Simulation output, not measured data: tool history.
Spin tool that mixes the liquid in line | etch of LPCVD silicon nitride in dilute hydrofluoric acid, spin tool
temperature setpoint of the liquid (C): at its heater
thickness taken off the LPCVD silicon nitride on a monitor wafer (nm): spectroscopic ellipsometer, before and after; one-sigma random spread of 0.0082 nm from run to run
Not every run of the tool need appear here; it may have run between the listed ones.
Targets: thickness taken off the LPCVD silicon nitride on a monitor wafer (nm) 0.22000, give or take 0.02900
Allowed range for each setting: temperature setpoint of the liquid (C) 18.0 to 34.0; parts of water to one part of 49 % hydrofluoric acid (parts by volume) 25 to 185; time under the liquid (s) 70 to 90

run,hour,temperature setpoint of the liquid (C),parts of water to one part of 49 % hydrofluoric acid (parts by volume),time under the liquid (s),thickness taken off the LPCVD silicon nitride on a monitor wafer (nm)
1,0.0,26.0,105,90,0.52577
2,1.0,27.5,105,90,0.54821
3,3.3,27.5,105,90,0.51805
4,10.2,27.0,125,85,0.44307
5,11.7,26.0,140,80,0.34167
6,15.7,23.0,140,80,0.27920
7,21.6,23.0,140,80,0.28036
8,29.9,22.5,145,80,0.25160
9,33.3,22.0,145,80,0.25670

5 next moves are on the table. One of them brings every result within its allowed miss. Which?
A,36.7,19.0,170,70,?
B,36.7,23.5,140,90,?
C,36.7,21.5,180,70,?
D,36.7,22.0,150,70,?
E,36.7,26.0,150,75,?

move,thickness taken off the LPCVD silicon nitride on a monitor wafer (nm)
A,0.14795
B,0.30953
C,0.16506
D,0.20393
E,0.28283
A: takes the biggest miss from the last run beyond its target
B: its largest miss is bigger than the last run's
C: takes the biggest miss from the last run beyond its target
D: each result inside its tolerance
E: its largest miss is bigger than the last run's
D is the move that brings every result within its allowed miss.

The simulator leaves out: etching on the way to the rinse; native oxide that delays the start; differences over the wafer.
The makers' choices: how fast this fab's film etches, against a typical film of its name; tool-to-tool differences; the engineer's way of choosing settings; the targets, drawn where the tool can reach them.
